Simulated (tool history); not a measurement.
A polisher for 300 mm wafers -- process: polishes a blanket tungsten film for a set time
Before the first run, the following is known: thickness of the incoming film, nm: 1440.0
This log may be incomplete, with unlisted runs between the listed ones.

run	day	flow of slurry (ml/min)	pressure of the wafer on the pad (psi)	speed of the pad under the wafer (m/s)	abrasive content of the slurry	polishing time (s)	film removed (nm)
1	0.000	255	4.5	0.84	1.0	128	689.18
2	0.100	255	4.5	0.84	1.0	128	687.26
3	0.450	255	4.3	0.84	1.0	128	652.89
4	0.554	255	4.2	0.84	1.0	128	641.14
# day 0.804: slurry nozzle cleaned
5	0.804	255	4.2	0.68	1.0	128	538.60
6	0.958	255	4.4	0.68	1.0	128	566.42

For run 7, what comes out?
7	1.283	255	4.5	0.68	1.0	128	?

film removed (nm): 584.54

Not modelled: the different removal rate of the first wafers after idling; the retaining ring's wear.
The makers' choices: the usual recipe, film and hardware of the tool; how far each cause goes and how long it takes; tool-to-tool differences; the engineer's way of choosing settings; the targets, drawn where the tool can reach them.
